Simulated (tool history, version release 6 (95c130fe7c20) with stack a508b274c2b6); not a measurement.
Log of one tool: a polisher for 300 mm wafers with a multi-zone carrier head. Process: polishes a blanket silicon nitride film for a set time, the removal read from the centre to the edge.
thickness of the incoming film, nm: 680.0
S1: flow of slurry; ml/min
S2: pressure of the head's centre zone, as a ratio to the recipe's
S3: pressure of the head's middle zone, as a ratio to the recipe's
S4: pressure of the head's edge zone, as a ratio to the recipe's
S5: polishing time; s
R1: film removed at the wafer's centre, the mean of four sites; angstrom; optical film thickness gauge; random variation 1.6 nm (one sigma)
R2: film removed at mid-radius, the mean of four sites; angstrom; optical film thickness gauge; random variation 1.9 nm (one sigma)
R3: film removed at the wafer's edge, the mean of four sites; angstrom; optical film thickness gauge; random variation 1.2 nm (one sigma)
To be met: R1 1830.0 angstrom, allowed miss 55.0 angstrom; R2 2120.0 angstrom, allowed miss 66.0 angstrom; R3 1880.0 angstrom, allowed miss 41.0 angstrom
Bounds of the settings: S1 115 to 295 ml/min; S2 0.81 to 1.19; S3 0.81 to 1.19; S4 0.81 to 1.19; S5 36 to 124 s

Run 1, hour 0.0: S1 190 ml/min, S2 1.00, S3 1.00, S4 1.00, S5 79 s. Result: R1 1649.8 angstrom, R2 1669.9 angstrom, R3 1662.3 angstrom.
Run 2, hour 5.8: S1 200 ml/min, S2 1.00, S3 1.02, S4 1.02, S5 79 s. Result: R1 1644.1 angstrom, R2 1710.8 angstrom, R3 1701.0 angstrom.
Run 3, hour 10.0: S1 200 ml/min, S2 1.00, S3 1.02, S4 1.06, S5 79 s. Result: R1 1666.8 angstrom, R2 1700.4 angstrom, R3 1738.0 angstrom.
Run 4, hour 14.6: S1 210 ml/min, S2 1.00, S3 1.04, S4 1.06, S5 79 s. Result: R1 1661.0 angstrom, R2 1750.8 angstrom, R3 1727.0 angstrom.
Run 5, hour 19.1: S1 230 ml/min, S2 1.00, S3 1.04, S4 1.06, S5 79 s. Result: R1 1701.8 angstrom, R2 1763.6 angstrom, R3 1746.5 angstrom.
Run 6, hour 24.8: S1 230 ml/min, S2 1.00, S3 1.04, S4 1.11, S5 79 s. Result: R1 1691.9 angstrom, R2 1762.7 angstrom, R3 1813.2 angstrom.
Run 7, hour 31.5: S1 235 ml/min, S2 1.00, S3 1.06, S4 1.11, S5 79 s. Result: R1 1688.5 angstrom, R2 1780.6 angstrom, R3 1791.2 angstrom.
Run 8, hour 39.4: S1 240 ml/min, S2 1.00, S3 1.08, S4 1.11, S5 80 s. Result: R1 1731.6 angstrom, R2 1842.0 angstrom, R3 1820.3 angstrom.
Run 9, hour 44.4: S1 240 ml/min, S2 1.00, S3 1.08, S4 1.11, S5 80 s. Result: R1 1728.2 angstrom, R2 1835.8 angstrom, R3 1816.3 angstrom.
Run 10, hour 52.5: S1 245 ml/min, S2 1.00, S3 1.10, S4 1.11, S5 81 s. Result: R1 1769.5 angstrom, R2 1899.6 angstrom, R3 1837.6 angstrom.
Run 11, hour 60.3: S1 250 ml/min, S2 1.00, S3 1.11, S4 1.11, S5 81 s. Result: R1 1753.2 angstrom, R2 1923.5 angstrom, R3 1843.9 angstrom.

Which of these 4 next moves meets every target?
Run A, hour 68.1: S1 275 ml/min, S2 1.04, S3 1.05, S4 1.11, S5 78 s. Result: R1 ?, R2 ?, R3 ?.
Run B, hour 68.1: S1 255 ml/min, S2 1.01, S3 1.18, S4 1.07, S5 84 s. Result: R1 ?, R2 ?, R3 ?.
Run C, hour 68.1: S1 255 ml/min, S2 1.09, S3 1.09, S4 1.09, S5 81 s. Result: R1 ?, R2 ?, R3 ?.
Run D, hour 68.1: S1 265 ml/min, S2 1.08, S3 0.95, S4 1.19, S5 78 s. Result: R1 ?, R2 ?, R3 ?.

move      R1      R2      R3
   A  1743.4  1782.3  1776.1
   B  1829.7  2106.5  1864.2
   C  1851.7  1896.7  1816.5
   D  1778.2  1631.7  1838.7
A: further off than the last run
B: meets every target
C: further off than the last run
D: further off than the last run
Move B is the one to make.
